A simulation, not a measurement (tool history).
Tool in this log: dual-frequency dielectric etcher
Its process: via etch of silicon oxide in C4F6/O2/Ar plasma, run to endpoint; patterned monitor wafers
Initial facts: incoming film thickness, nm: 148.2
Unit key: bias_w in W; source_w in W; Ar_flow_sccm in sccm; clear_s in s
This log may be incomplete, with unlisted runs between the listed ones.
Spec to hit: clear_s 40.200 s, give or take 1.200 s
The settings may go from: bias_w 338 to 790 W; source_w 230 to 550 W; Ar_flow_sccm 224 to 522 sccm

{"run": 1, "day": 0.0, "bias_w": 564, "source_w": 390, "Ar_flow_sccm": 373, "clear_s": 32.375}
{"run": 2, "day": 0.162, "bias_w": 545, "source_w": 380, "Ar_flow_sccm": 376, "clear_s": 33.362}
{"run": 3, "day": 0.392, "bias_w": 528, "source_w": 370, "Ar_flow_sccm": 378, "clear_s": 34.551}
{"run": 4, "day": 0.45, "bias_w": 528, "source_w": 410, "Ar_flow_sccm": 378, "clear_s": 32.703}
{"run": 5, "day": 0.688, "bias_w": 511, "source_w": 400, "Ar_flow_sccm": 380, "clear_s": 34.082}
{"run": 6, "day": 0.721, "bias_w": 497, "source_w": 400, "Ar_flow_sccm": 381, "clear_s": 34.989}
{"run": 7, "day": 1.025, "bias_w": 487, "source_w": 400, "Ar_flow_sccm": 381, "clear_s": 35.056}
{"run": 8, "day": 1.246, "bias_w": 476, "source_w": 400, "Ar_flow_sccm": 381, "clear_s": 35.708}
{"run": 9, "day": 1.296, "bias_w": 363, "source_w": 360, "Ar_flow_sccm": 391, "clear_s": 43.34}

Of the 4 settings listed for the next run, only one would bring every result within its allowed miss of target. Which one?
{"run": "A", "day": 1.346, "bias_w": 350, "source_w": 370, "Ar_flow_sccm": 482, "clear_s": "?"}
{"run": "B", "day": 1.346, "bias_w": 358, "source_w": 400, "Ar_flow_sccm": 445, "clear_s": "?"}
{"run": "C", "day": 1.346, "bias_w": 405, "source_w": 370, "Ar_flow_sccm": 388, "clear_s": "?"}
{"run": "D", "day": 1.346, "bias_w": 338, "source_w": 430, "Ar_flow_sccm": 433, "clear_s": "?"}

move=A clear_s=44.333
move=B clear_s=41.805
move=C clear_s=39.707
move=D clear_s=41.728
A: misses by more than the last run did
B: closes in on the targets versus the last run, not all within tolerance yet
C: all results land within tolerance of their targets
D: closes in on the targets versus the last run, not all within tolerance yet
The move that meets every target is C.

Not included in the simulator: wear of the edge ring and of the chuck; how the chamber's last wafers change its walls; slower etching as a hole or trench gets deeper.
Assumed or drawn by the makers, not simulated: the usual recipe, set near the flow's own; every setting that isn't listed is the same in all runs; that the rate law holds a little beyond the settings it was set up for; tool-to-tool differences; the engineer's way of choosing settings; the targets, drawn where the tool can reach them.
